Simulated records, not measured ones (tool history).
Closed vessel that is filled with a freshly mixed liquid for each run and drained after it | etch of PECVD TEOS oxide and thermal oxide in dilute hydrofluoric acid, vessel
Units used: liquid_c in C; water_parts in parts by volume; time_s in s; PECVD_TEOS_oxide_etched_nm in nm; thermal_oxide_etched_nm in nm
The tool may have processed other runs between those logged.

run 1 hour=0 | liquid_c=20 water_parts=180 time_s=85 | PECVD_TEOS_oxide_etched_nm=5.5539 thermal_oxide_etched_nm=1.6634
run 2 hour=3.9 | liquid_c=20 water_parts=120 time_s=85 | PECVD_TEOS_oxide_etched_nm=8.8596 thermal_oxide_etched_nm=2.6993
run 3 hour=5.7 | liquid_c=17.5 water_parts=120 time_s=85 | PECVD_TEOS_oxide_etched_nm=8.0774 thermal_oxide_etched_nm=2.3268
run 4 hour=11.4 | liquid_c=17.5 water_parts=120 time_s=120 | PECVD_TEOS_oxide_etched_nm=11.204 thermal_oxide_etched_nm=3.3272
run 5 hour=20.1 | liquid_c=17.5 water_parts=170 time_s=120 | PECVD_TEOS_oxide_etched_nm=7.4831 thermal_oxide_etched_nm=2.3145
run 6 hour=28.9 | liquid_c=17.5 water_parts=170 time_s=85 | PECVD_TEOS_oxide_etched_nm=5.4032 thermal_oxide_etched_nm=1.5811
run 7 hour=35.2 | liquid_c=18.5 water_parts=170 time_s=85 | PECVD_TEOS_oxide_etched_nm=5.6244 thermal_oxide_etched_nm=1.6972
run 8 hour=41 | liquid_c=19 water_parts=170 time_s=85 | PECVD_TEOS_oxide_etched_nm=5.7273 thermal_oxide_etched_nm=1.7089
run 9 hour=43.3 | liquid_c=19.5 water_parts=170 time_s=85 | PECVD_TEOS_oxide_etched_nm=5.83 thermal_oxide_etched_nm=1.7809

Expected results for the next run?
run 10 hour=52.5 | liquid_c=20 water_parts=165 time_s=85 | PECVD_TEOS_oxide_etched_nm=? thermal_oxide_etched_nm=?

{"run 10": {"PECVD_TEOS_oxide_etched_nm": 6.1337, "thermal_oxide_etched_nm": 1.8532}}
